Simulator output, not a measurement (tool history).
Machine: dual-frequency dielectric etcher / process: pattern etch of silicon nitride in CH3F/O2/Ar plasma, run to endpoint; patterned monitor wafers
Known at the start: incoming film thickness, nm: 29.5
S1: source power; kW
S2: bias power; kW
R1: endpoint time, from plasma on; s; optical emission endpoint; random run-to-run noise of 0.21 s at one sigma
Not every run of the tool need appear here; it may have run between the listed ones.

run  hour    S1     S2      R1
  1     0  0.44  0.086  37.668
  2   4.5  0.44  0.096   36.19
  3   8.1  0.44  0.081  38.819
  4  15.5  0.52  0.081  36.707
  5    21   0.5   0.08  37.146
  6  25.7  0.55   0.08  35.941
  7  29.5  0.53  0.079  36.684

The next listed run, before its measurement:
  8  37.8  0.51  0.078   ?

R1: 37.048 s
